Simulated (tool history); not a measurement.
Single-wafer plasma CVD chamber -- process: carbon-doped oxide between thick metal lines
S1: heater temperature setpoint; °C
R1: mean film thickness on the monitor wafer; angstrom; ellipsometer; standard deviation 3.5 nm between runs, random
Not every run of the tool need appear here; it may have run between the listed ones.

run 1 day=0.000 | S1=360 chamber_pressure_(Pa)=915 RF_power_(W)=465 deposition_time_(s)=145 | R1=7081.0
run 2 day=0.188 | S1=362 chamber_pressure_(Pa)=885 RF_power_(W)=445 deposition_time_(s)=145 | R1=6828.7
run 3 day=0.454 | S1=364 chamber_pressure_(Pa)=860 RF_power_(W)=430 deposition_time_(s)=145 | R1=6694.5
run 4 day=0.788 | S1=356 chamber_pressure_(Pa)=860 RF_power_(W)=430 deposition_time_(s)=145 | R1=6776.6
run 5 day=1.112 | S1=357 chamber_pressure_(Pa)=844 RF_power_(W)=415 deposition_time_(s)=145 | R1=6483.9
run 6 day=1.417 | S1=357 chamber_pressure_(Pa)=844 RF_power_(W)=470 deposition_time_(s)=145 | R1=7173.1
run 7 day=1.562 | S1=358 chamber_pressure_(Pa)=837 RF_power_(W)=445 deposition_time_(s)=145 | R1=6841.7

Run 8 has not been measured yet. What should we expect?
run 8 day=1.925 | S1=369 chamber_pressure_(Pa)=693 RF_power_(W)=395 deposition_time_(s)=145 | R1=?

Run 8 produced R1 5890.6 angstrom.

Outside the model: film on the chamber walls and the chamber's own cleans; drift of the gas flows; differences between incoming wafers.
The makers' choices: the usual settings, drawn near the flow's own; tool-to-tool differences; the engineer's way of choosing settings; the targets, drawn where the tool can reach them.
